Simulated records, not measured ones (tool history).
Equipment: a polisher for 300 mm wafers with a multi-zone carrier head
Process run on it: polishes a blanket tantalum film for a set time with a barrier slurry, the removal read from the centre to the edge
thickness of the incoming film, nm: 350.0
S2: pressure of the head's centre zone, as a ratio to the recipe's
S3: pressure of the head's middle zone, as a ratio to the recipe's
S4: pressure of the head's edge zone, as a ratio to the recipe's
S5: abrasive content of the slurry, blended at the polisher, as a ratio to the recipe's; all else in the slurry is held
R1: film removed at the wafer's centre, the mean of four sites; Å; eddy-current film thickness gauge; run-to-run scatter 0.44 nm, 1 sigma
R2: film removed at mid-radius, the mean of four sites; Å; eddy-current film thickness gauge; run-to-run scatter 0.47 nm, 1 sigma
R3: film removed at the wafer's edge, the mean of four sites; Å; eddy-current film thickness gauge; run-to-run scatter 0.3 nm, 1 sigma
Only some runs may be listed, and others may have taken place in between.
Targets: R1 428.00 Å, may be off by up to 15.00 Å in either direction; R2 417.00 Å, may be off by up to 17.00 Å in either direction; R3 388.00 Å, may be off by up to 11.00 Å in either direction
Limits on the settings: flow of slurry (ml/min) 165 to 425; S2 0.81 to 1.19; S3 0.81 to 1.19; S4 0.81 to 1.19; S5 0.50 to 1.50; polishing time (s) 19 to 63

run 1 hour=0.0 | flow_of_slurry_(ml/min)=275 S2=1.00 S3=1.00 S4=1.00 S5=1.00 polishing_time_(s)=41 | R1=589.77 R2=566.32 R3=582.87
run 2 hour=6.1 | flow_of_slurry_(ml/min)=275 S2=1.00 S3=1.00 S4=1.00 S5=0.90 polishing_time_(s)=41 | R1=581.29 R2=563.55 R3=559.35
run 3 hour=12.4 | flow_of_slurry_(ml/min)=275 S2=0.99 S3=0.99 S4=0.99 S5=0.85 polishing_time_(s)=40 | R1=548.39 R2=534.99 R3=538.59
run 4 hour=17.2 | flow_of_slurry_(ml/min)=275 S2=0.99 S3=0.99 S4=0.98 S5=0.80 polishing_time_(s)=39 | R1=519.79 R2=502.44 R3=506.92
run 5 hour=19.1 | flow_of_slurry_(ml/min)=275 S2=0.99 S3=0.99 S4=0.98 S5=0.95 polishing_time_(s)=39 | R1=542.06 R2=537.62 R3=537.63
run 6 hour=19.8 | flow_of_slurry_(ml/min)=275 S2=0.99 S3=1.02 S4=0.98 S5=0.95 polishing_time_(s)=39 | R1=550.29 R2=539.36 R3=539.23
run 7 hour=26.1 | flow_of_slurry_(ml/min)=275 S2=0.99 S3=1.02 S4=0.96 S5=0.90 polishing_time_(s)=39 | R1=547.52 R2=538.52 R3=521.19
run 8 hour=33.5 | flow_of_slurry_(ml/min)=260 S2=0.92 S3=0.92 S4=0.86 S5=0.65 polishing_time_(s)=35 | R1=410.92 R2=401.75 R3=399.91
run 9 hour=40.3 | flow_of_slurry_(ml/min)=260 S2=0.92 S3=0.93 S4=0.85 S5=0.65 polishing_time_(s)=35 | R1=411.89 R2=403.62 R3=394.91

Exercise: of the 5 proposed moves below, exactly one satisfies all targets within the stated allowed misses. Which move is it?
run A hour=47.1 | flow_of_slurry_(ml/min)=245 S2=0.88 S3=0.92 S4=0.81 S5=0.50 polishing_time_(s)=39 | R1=? R2=? R3=?
run B hour=47.1 | flow_of_slurry_(ml/min)=290 S2=0.87 S3=0.90 S4=0.81 S5=0.60 polishing_time_(s)=35 | R1=? R2=? R3=?
run C hour=47.1 | flow_of_slurry_(ml/min)=285 S2=0.87 S3=1.01 S4=0.81 S5=1.00 polishing_time_(s)=29 | R1=? R2=? R3=?
run D hour=47.1 | flow_of_slurry_(ml/min)=285 S2=1.01 S3=1.01 S4=0.87 S5=0.60 polishing_time_(s)=35 | R1=? R2=? R3=?
run E hour=47.1 | flow_of_slurry_(ml/min)=220 S2=0.89 S3=0.95 S4=0.81 S5=0.55 polishing_time_(s)=37 | R1=? R2=? R3=?

move=A R1=386.50 R2=400.24 R3=386.11
move=B R1=379.13 R2=390.47 R3=379.46
move=C R1=372.48 R2=409.40 R3=372.47
move=D R1=425.35 R2=415.78 R3=390.72
move=E R1=378.68 R2=396.42 R3=376.96
A: misses by more than the last run did
B: misses by more than the last run did
C: misses by more than the last run did
D: in spec on every target
E: misses by more than the last run did
Go with D: it meets all targets.
